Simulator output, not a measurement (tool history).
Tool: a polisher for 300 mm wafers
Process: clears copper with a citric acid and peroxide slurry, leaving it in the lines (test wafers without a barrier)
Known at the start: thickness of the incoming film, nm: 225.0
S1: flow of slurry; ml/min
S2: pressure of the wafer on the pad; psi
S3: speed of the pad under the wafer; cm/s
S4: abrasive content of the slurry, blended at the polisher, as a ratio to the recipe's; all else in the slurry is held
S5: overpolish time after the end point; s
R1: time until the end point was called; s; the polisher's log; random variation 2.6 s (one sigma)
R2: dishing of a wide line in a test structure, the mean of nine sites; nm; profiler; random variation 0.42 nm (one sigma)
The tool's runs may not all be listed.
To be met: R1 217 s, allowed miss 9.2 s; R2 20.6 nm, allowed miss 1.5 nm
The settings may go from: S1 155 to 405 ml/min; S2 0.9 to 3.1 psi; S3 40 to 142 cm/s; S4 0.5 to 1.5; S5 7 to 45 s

{"run": 1, "hour": 0.0, "S1": 260, "S2": 2, "S3": 90, "S4": 1, "S5": 23, "R1": 165.83, "R2": 22.079}
{"run": 2, "hour": 1.2, "S1": 260, "S2": 1.9, "S3": 90, "S4": 1, "S5": 24, "R1": 178.07, "R2": 23.143}
{"run": 3, "hour": 5.4, "S1": 260, "S2": 1.9, "S3": 110, "S4": 1, "S5": 24, "R1": 149.93, "R2": 26.841}
{"run": 4, "hour": 13.0, "S1": 260, "S2": 1.9, "S3": 110, "S4": 1.15, "S5": 24, "R1": 139.28, "R2": 29.045}
{"run": 5, "hour": 15.9, "S1": 260, "S2": 1.9, "S3": 110, "S4": 1, "S5": 24, "R1": 145.92, "R2": 27.732}
{"run": 6, "hour": 18.3, "S1": 260, "S2": 1.8, "S3": 110, "S4": 1, "S5": 24, "R1": 151.67, "R2": 25.292}
{"run": 7, "hour": 19.7, "S1": 260, "S2": 1.2, "S3": 106, "S4": 1, "S5": 31, "R1": 233.07, "R2": 22.287}
{"run": 8, "hour": 28.6, "S1": 260, "S2": 1.3, "S3": 106, "S4": 1, "S5": 29, "R1": 212.38, "R2": 22.704}

Which of these 4 next moves meets every target?
{"run": "A", "hour": 37.5, "S1": 295, "S2": 1.4, "S3": 108, "S4": 0.95, "S5": 24, "R1": "?", "R2": "?"}
{"run": "B", "hour": 37.5, "S1": 315, "S2": 1, "S3": 138, "S4": 0.9, "S5": 27, "R1": "?", "R2": "?"}
{"run": "C", "hour": 37.5, "S1": 300, "S2": 1.2, "S3": 110, "S4": 1.05, "S5": 32, "R1": "?", "R2": "?"}
{"run": "D", "hour": 37.5, "S1": 240, "S2": 1.1, "S3": 114, "S4": 0.95, "S5": 30, "R1": "?", "R2": "?"}

move=A R1=194.8 R2=20.486
move=B R1=214.18 R2=20.444
move=C R1=214.77 R2=23.898
move=D R1=239.75 R2=20.465
A: brings the result that was furthest off to its target, and leaves another outside
B: meets every target
C: further off than the last run
D: brings the result that was furthest off to its target, and leaves another outside
Answer: B

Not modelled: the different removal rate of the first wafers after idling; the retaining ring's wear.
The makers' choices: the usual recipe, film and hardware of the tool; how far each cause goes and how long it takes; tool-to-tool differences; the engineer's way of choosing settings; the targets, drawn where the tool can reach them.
